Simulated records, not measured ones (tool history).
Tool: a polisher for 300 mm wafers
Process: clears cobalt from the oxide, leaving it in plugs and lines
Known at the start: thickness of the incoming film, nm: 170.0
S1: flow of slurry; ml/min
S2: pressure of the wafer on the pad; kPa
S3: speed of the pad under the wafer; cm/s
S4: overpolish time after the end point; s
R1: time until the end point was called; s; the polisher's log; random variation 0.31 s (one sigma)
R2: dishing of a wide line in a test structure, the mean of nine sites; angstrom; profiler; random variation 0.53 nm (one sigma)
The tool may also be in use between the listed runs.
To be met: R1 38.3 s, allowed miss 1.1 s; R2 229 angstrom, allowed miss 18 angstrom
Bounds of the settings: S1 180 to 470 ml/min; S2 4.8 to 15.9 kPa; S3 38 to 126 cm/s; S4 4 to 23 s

| run | hour | S1 | S2 | S3 | S4 | R1 | R2 |
|---|---|---|---|---|---|---|---|
| 1 | 0 | 300 | 10.3 | 82 | 12 | 52.946 | 295.33 |
| 2 | 2 | 300 | 11 | 82 | 10 | 49.862 | 280.78 |
| 3 | 2.5 | 300 | 11.7 | 84 | 8 | 45.139 | 248.71 |
| 4 | 4.8 | 300 | 9.7 | 84 | 8 | 54.663 | 226.19 |
| 5 | 6.2 | 300 | 9.7 | 84 | 13 | 54.554 | 314.37 |
| 6 | 13.3 | 300 | 9.7 | 84 | 16 | 55.482 | 367.6 |
| 7 | 21.6 | 300 | 11 | 84 | 13 | 48.186 | 338.21 |
| 8 | 22.8 | 300 | 11.7 | 84 | 11 | 44.994 | 314.84 |
| 9 | 30 | 300 | 12.4 | 84 | 9 | 42.866 | 286.11 |
| 10 | 36.5 | 300 | 12.4 | 84 | 8 | 42.991 | 267.37 |

Which of these 4 next moves meets every target?
| A | 43 | 305 | 11 | 78 | 14 | ? | ? |
| B | 43 | 300 | 12.4 | 82 | 11 | ? | ? |
| C | 43 | 275 | 14.5 | 76 | 12 | ? | ? |
| D | 43 | 345 | 13.1 | 88 | 6 | ? | ? |

| move | R1 | R2 |
|---|---|---|
| A | 51.001 | 338.37 |
| B | 43.394 | 319.52 |
| C | 40.542 | 355.7 |
| D | 37.954 | 222.21 |
A: further off than the last run
B: further off than the last run
C: further off than the last run
D: meets every target
The right move is D.

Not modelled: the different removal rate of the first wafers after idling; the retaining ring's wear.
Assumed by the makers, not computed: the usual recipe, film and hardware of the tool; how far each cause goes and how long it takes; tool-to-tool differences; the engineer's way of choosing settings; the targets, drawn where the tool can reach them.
